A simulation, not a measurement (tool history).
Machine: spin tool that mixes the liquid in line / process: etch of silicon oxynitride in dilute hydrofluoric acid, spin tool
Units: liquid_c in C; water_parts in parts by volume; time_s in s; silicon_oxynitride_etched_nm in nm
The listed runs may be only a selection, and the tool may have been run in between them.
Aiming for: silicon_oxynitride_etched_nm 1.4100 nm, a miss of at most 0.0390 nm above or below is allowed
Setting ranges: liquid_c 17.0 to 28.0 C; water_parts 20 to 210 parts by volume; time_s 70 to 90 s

run	day	liquid_c	water_parts	time_s	silicon_oxynitride_etched_nm
1	0.000	20.0	115	90	2.2307
2	0.283	19.5	120	90	2.0590
3	0.421	19.0	125	90	1.9404
4	0.525	19.0	80	90	3.1538
5	0.821	19.0	80	90	3.1578
6	0.992	19.0	90	90	2.7859
7	1.271	19.0	95	90	2.6265
8	1.396	19.0	100	90	2.4618
9	1.712	19.0	105	90	2.3253

Consider the 5 candidate settings below. Which is the only one whose results all fall within their allowed miss of target?
A	2.029	18.5	130	70	?
B	2.029	20.5	70	90	?
C	2.029	19.0	125	70	?
D	2.029	17.0	75	85	?
E	2.029	22.0	80	90	?

move	silicon_oxynitride_etched_nm
A	1.4099
B	3.8754
C	1.5076
D	2.8560
E	3.6223
A: in spec on every target
B: misses by more than the last run did
C: gains on the last run, yet a result remains outside its allowed miss
D: misses by more than the last run did
E: misses by more than the last run did
The right move is A.

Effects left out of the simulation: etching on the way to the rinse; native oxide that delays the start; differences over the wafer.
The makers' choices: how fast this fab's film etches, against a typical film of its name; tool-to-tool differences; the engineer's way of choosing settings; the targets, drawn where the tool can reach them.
